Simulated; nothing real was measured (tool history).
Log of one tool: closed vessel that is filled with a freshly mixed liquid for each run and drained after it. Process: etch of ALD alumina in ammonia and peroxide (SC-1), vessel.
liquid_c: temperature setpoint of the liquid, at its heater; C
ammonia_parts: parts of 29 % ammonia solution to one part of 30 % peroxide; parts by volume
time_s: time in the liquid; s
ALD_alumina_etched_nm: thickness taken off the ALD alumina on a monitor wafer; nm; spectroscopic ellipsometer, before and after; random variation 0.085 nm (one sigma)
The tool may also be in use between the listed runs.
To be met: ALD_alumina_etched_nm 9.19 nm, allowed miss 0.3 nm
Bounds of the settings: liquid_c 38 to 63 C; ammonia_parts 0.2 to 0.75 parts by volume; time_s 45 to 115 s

run  hour  liquid_c  ammonia_parts  time_s  ALD_alumina_etched_nm
  1     0        47           0.45     115                 6.9186
  2   7.6      47.5           0.45     115                 7.2368
  3   9.5        42           0.45     115                 5.1086
  4  15.2        42           0.45     115                 5.2465
  5  17.7      43.5           0.45     115                 5.6197
  6  21.9        47           0.45     115                  6.964
  7  26.9      47.5           0.45     115                 6.9368
  8  30.1        48           0.45     115                 7.2429
  9  37.4      48.5           0.45     115                 7.5925
 10  44.3        49           0.45     115                 7.8327
 11  50.9      49.5           0.45     115                 8.0719
 12  54.7        50           0.45     115                 8.2093
 13  62.3        51           0.45     115                 8.7991
 14  63.5      51.5           0.45     115                 8.7216

4 next moves are on the table. One of them brings every result within its allowed miss. Which?
  A  64.7      50.5            0.6     115                      ?
  B  64.7        51            0.4     115                      ?
  C  64.7        53           0.55     115                      ?
  D  64.7      51.5            0.6     115                      ?

move  ALD_alumina_etched_nm
   A                 8.5881
   B                 8.4926
   C                 9.7568
   D                 9.0703
A: further off than the last run
B: further off than the last run
C: takes the result that was furthest off past its target
D: meets every target
Answer: D

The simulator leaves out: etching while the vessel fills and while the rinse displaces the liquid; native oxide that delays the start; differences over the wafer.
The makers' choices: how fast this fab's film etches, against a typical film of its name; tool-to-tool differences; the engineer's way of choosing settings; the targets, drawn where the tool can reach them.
